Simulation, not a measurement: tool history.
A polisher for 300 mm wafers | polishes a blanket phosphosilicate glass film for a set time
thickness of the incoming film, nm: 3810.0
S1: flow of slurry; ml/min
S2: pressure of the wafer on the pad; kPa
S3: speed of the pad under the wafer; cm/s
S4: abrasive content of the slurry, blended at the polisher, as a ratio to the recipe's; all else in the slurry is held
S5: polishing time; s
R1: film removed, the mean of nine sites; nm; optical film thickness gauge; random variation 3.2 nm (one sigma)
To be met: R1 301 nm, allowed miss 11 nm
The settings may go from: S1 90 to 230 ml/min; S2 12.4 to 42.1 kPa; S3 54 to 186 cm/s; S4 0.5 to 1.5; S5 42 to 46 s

run,hour,S1,S2,S3,S4,S5,R1
1,0,150,26.9,118,1,46,444.91
2,5.2,150,25.5,118,1,46,429.49
3,6,150,25.5,100,1,46,369.16
4,7.1,150,24.8,100,1,46,370.43
5,9.6,150,24.8,100,0.95,46,363.38
6,13.5,150,24.8,100,0.85,46,351.95
7,22,150,24.1,100,0.85,46,344.54
8,27.3,150,23.4,100,0.85,46,332.74

5 next moves are on the table. One of them brings every result within its allowed miss. Which?
A,32.6,170,33.8,68,0.8,46,?
B,32.6,140,18.6,112,1.1,42,?
C,32.6,135,27.6,96,0.9,44,?
D,32.6,155,24.1,116,0.85,46,?
E,32.6,135,20,128,0.75,46,?

move,R1
A,329.62
B,308
C,353.03
D,390.8
E,343.16
A: nearer than the last run, and not there yet
B: meets every target
C: further off than the last run
D: further off than the last run
E: further off than the last run
The right move is B.
